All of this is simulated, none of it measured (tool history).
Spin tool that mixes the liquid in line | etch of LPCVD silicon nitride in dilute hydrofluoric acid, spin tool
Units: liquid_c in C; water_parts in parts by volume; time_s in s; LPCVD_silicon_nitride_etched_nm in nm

run	hour	liquid_c	water_parts	time_s	LPCVD_silicon_nitride_etched_nm
1	0.0	20.0	100	310	1.12240
2	8.3	20.0	100	310	1.10920
3	10.8	20.0	100	310	1.20350
4	14.7	20.0	100	310	1.10110
5	17.1	20.0	115	310	0.98140
6	25.1	20.0	145	310	0.83790
7	26.6	19.0	155	310	0.70043

Run 8 comes next. What will it give?
8	33.1	18.5	160	310	?

LPCVD_silicon_nitride_etched_nm: 0.66108 nm
